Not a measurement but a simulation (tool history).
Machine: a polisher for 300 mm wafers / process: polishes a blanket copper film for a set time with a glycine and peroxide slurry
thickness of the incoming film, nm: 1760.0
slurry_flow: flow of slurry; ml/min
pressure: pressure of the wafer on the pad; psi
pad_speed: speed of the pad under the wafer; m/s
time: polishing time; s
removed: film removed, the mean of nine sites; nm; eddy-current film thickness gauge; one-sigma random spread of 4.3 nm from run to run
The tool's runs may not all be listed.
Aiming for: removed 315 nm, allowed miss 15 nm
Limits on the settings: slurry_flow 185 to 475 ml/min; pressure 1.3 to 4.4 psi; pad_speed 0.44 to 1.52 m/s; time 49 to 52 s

Run 1, hour 0: slurry_flow 305 ml/min, pressure 2.8 psi, pad_speed 0.98 m/s, time 49 s. Result: removed 247.07 nm.
Run 2, hour 1.1: slurry_flow 305 ml/min, pressure 3 psi, pad_speed 1 m/s, time 49 s. Result: removed 271.09 nm.
Run 3, hour 9.3: slurry_flow 305 ml/min, pressure 3.1 psi, pad_speed 1 m/s, time 49 s. Result: removed 274 nm.
Run 4, hour 16.7: slurry_flow 305 ml/min, pressure 3.1 psi, pad_speed 1 m/s, time 49 s. Result: removed 269.52 nm.
Run 5, hour 19: slurry_flow 355 ml/min, pressure 3.1 psi, pad_speed 1 m/s, time 49 s. Result: removed 282.86 nm.
Run 6, hour 21.3: slurry_flow 360 ml/min, pressure 3.2 psi, pad_speed 1 m/s, time 49 s. Result: removed 291.7 nm.
Run 7, hour 29.2: slurry_flow 360 ml/min, pressure 3.2 psi, pad_speed 1 m/s, time 49 s. Result: removed 284.52 nm.
Run 8, hour 30.5: slurry_flow 360 ml/min, pressure 3.2 psi, pad_speed 1 m/s, time 49 s. Result: removed 289.21 nm.
Run 9, hour 33.3: slurry_flow 360 ml/min, pressure 3.3 psi, pad_speed 1 m/s, time 49 s. Result: removed 296.13 nm.

Exercise: of the 5 proposed moves below, exactly one satisfies all targets within the stated allowed misses. Which move is it?
Run A, hour 36.1: slurry_flow 385 ml/min, pressure 3.6 psi, pad_speed 0.9 m/s, time 52 s. Result: removed ?.
Run B, hour 36.1: slurry_flow 265 ml/min, pressure 2.9 psi, pad_speed 1.04 m/s, time 49 s. Result: removed ?.
Run C, hour 36.1: slurry_flow 355 ml/min, pressure 3.6 psi, pad_speed 0.84 m/s, time 50 s. Result: removed ?.
Run D, hour 36.1: slurry_flow 360 ml/min, pressure 2.9 psi, pad_speed 1 m/s, time 49 s. Result: removed ?.
Run E, hour 36.1: slurry_flow 360 ml/min, pressure 3.5 psi, pad_speed 0.8 m/s, time 52 s. Result: removed ?.

move  removed
   A   316.14
   B   271.46
   C   285.05
   D   270.57
   E   278.47
A: in spec on every target
B: misses by more than the last run did
C: misses by more than the last run did
D: misses by more than the last run did
E: misses by more than the last run did
A meets every target.
